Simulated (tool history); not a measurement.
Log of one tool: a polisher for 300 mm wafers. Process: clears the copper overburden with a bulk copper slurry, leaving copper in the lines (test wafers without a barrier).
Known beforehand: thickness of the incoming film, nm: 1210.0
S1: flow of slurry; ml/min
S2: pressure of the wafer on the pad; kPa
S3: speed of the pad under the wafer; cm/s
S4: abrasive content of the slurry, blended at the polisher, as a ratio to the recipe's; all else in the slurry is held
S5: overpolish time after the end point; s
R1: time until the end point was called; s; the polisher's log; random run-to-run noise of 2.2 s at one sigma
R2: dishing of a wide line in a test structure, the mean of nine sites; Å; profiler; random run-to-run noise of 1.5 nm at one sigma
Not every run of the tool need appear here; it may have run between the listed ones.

run	day	S1	S2	S3	S4	S5	R1	R2
1	0	135	15.9	106	1	19	169.49	661.23
2	0.3	130	16.5	106	1	22	170.12	753.97
3	0.333	135	17.2	106	1	24	160.93	834.38
4	0.612	135	17.9	106	1	25	153.66	851.68
5	0.925	155	17.9	106	1	25	151.45	890.61
6	1.183	155	21.4	106	1	25	129.54	994
7	1.329	155	20.7	106	1	26	134.32	978.18

The next listed run, before its measurement:
8	1.446	155	20	106	1	27	?	?

Run 8 produced R1 133.35 s, R2 975.7 Å.

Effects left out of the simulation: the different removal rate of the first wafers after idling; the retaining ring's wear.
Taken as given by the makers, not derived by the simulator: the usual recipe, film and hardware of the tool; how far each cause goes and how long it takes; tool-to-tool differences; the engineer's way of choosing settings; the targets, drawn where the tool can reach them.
